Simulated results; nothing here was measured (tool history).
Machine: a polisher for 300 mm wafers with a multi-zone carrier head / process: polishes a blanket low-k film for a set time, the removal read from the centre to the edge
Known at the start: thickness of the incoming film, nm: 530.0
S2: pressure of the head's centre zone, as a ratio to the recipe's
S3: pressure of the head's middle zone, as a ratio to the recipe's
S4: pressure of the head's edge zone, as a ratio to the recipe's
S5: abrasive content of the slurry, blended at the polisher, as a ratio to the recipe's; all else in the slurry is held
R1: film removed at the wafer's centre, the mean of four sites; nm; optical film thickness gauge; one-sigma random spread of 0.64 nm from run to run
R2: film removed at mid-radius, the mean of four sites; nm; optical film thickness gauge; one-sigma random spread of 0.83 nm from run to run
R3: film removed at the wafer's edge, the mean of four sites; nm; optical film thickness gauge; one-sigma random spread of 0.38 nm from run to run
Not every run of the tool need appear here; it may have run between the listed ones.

run 1 hour=0 | flow_of_slurry_(ml/min)=190 S2=1 S3=1 S4=1 S5=1 polishing_time_(s)=86 | R1=37.976 R2=37.799 R3=38.217
run 2 hour=3.4 | flow_of_slurry_(ml/min)=195 S2=1.01 S3=1.02 S4=1.02 S5=1.05 polishing_time_(s)=86 | R1=39.21 R2=39.929 R3=39.481
run 3 hour=5.6 | flow_of_slurry_(ml/min)=220 S2=1.01 S3=1.02 S4=1.02 S5=1.05 polishing_time_(s)=86 | R1=40.177 R2=40.927 R3=39.99
run 4 hour=9.4 | flow_of_slurry_(ml/min)=220 S2=1.01 S3=0.97 S4=1.02 S5=1.05 polishing_time_(s)=86 | R1=39.15 R2=38.006 R3=40.131
run 5 hour=11.6 | flow_of_slurry_(ml/min)=185 S2=1.01 S3=0.97 S4=1.02 S5=1.05 polishing_time_(s)=86 | R1=38.067 R2=38.074 R3=39.596
run 6 hour=18 | flow_of_slurry_(ml/min)=190 S2=1.03 S3=0.99 S4=1.03 S5=1.1 polishing_time_(s)=86 | R1=39.743 R2=39.257 R3=40.493
run 7 hour=20.8 | flow_of_slurry_(ml/min)=195 S2=1.04 S3=1.01 S4=1.04 S5=1.15 polishing_time_(s)=86 | R1=40.279 R2=39.079 R3=40.823

For run 8, what comes out?
run 8 hour=25.6 | flow_of_slurry_(ml/min)=200 S2=1.04 S3=1.03 S4=1.04 S5=1.2 polishing_time_(s)=88 | R1=? R2=? R3=?

R1: 42.444 nm
R2: 41.946 nm
R3: 43.383 nm
